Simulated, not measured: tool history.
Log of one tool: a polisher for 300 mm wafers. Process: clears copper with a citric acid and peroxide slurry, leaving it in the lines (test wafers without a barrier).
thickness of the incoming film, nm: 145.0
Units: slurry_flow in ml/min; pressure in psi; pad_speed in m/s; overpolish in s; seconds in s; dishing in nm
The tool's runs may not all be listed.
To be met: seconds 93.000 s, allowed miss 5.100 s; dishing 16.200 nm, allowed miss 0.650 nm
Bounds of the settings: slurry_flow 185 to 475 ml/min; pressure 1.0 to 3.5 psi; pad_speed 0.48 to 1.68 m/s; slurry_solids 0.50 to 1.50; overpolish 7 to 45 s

| run | hour | slurry_flow | pressure | pad_speed | slurry_solids | overpolish | seconds | dishing |
|---|---|---|---|---|---|---|---|---|
| 1 | 0.0 | 305 | 2.2 | 1.08 | 1.00 | 23 | 69.658 | 24.288 |
| 2 | 4.0 | 305 | 2.0 | 1.08 | 1.00 | 21 | 78.342 | 20.992 |
| 3 | 4.6 | 305 | 1.8 | 1.08 | 1.00 | 21 | 87.944 | 19.655 |
| 4 | 7.7 | 305 | 1.8 | 1.08 | 1.00 | 19 | 88.457 | 17.806 |
| 5 | 12.7 | 305 | 1.8 | 1.08 | 1.00 | 18 | 86.922 | 17.064 |
| 6 | 14.2 | 305 | 1.8 | 1.08 | 1.00 | 14 | 86.069 | 14.057 |
| 7 | 22.3 | 305 | 1.8 | 1.08 | 1.00 | 15 | 86.239 | 15.017 |
| 8 | 27.5 | 305 | 1.8 | 1.08 | 1.00 | 16 | 84.707 | 15.560 |
| 9 | 29.4 | 305 | 1.8 | 1.08 | 1.00 | 17 | 86.814 | 16.294 |

5 next moves are on the table. One of them brings every result within its allowed miss. Which?
| A | 31.3 | 255 | 1.8 | 1.00 | 1.05 | 18 | ? | ? |
| B | 31.3 | 310 | 1.5 | 1.42 | 1.00 | 17 | ? | ? |
| C | 31.3 | 365 | 1.9 | 1.12 | 1.00 | 17 | ? | ? |
| D | 31.3 | 275 | 1.8 | 1.18 | 0.90 | 16 | ? | ? |
| E | 31.3 | 305 | 1.7 | 1.36 | 0.85 | 15 | ? | ? |

| move | seconds | dishing |
|---|---|---|
| A | 93.315 | 16.181 |
| B | 79.342 | 17.502 |
| C | 78.502 | 17.789 |
| D | 83.121 | 16.137 |
| E | 77.434 | 16.188 |
A: meets every target
B: further off than the last run
C: further off than the last run
D: further off than the last run
E: further off than the last run
Move A is the one to make.
